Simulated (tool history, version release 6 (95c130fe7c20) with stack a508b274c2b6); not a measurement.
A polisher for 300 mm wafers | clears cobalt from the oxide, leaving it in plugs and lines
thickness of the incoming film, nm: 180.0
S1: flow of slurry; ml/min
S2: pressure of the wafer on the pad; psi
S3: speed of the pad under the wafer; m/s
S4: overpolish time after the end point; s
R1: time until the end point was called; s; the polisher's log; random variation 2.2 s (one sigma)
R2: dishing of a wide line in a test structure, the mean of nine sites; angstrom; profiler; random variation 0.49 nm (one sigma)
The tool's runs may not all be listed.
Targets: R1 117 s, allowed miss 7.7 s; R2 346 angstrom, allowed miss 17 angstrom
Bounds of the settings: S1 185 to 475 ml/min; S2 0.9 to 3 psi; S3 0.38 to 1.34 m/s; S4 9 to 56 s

run 1 hour=0 | S1=305 S2=1.9 S3=0.86 S4=29 | R1=52.8 R2=667.14
run 2 hour=5.1 | S1=305 S2=1.9 S3=0.72 S4=29 | R1=60.234 R2=610.35
run 3 hour=9.5 | S1=305 S2=1.9 S3=0.72 S4=23 | R1=61.894 R2=531.65
run 4 hour=12.7 | S1=305 S2=1.9 S3=0.72 S4=18 | R1=60.367 R2=443.46
run 5 hour=13.4 | S1=305 S2=1.9 S3=0.6 S4=18 | R1=70.921 R2=398.21
run 6 hour=14.2 | S1=250 S2=1.9 S3=0.6 S4=18 | R1=73.026 R2=369.26
run 7 hour=22.3 | S1=250 S2=1.9 S3=0.6 S4=18 | R1=75.804 R2=373.05
run 8 hour=24.1 | S1=245 S2=1.8 S3=0.6 S4=19 | R1=78.459 R2=379.59
run 9 hour=30.2 | S1=240 S2=1.7 S3=0.6 S4=19 | R1=81.895 R2=371.24

4 next moves are on the table. One of them brings every result within its allowed miss. Which?
run A hour=36.3 | S1=350 S2=1.7 S3=0.4 S4=25 | R1=? R2=?
run B hour=36.3 | S1=250 S2=1.8 S3=0.72 S4=18 | R1=? R2=?
run C hour=36.3 | S1=190 S2=2.2 S3=0.4 S4=22 | R1=? R2=?
run D hour=36.3 | S1=240 S2=1.1 S3=0.52 S4=24 | R1=? R2=?

move=A R1=115.99 R2=348.82
move=B R1=65.289 R2=421.11
move=C R1=100.18 R2=353.52
move=D R1=130.77 R2=305.84
A: meets every target
B: further off than the last run
C: nearer than the last run, and not there yet
D: takes the result that was furthest off past its target
Move A is the one to make.
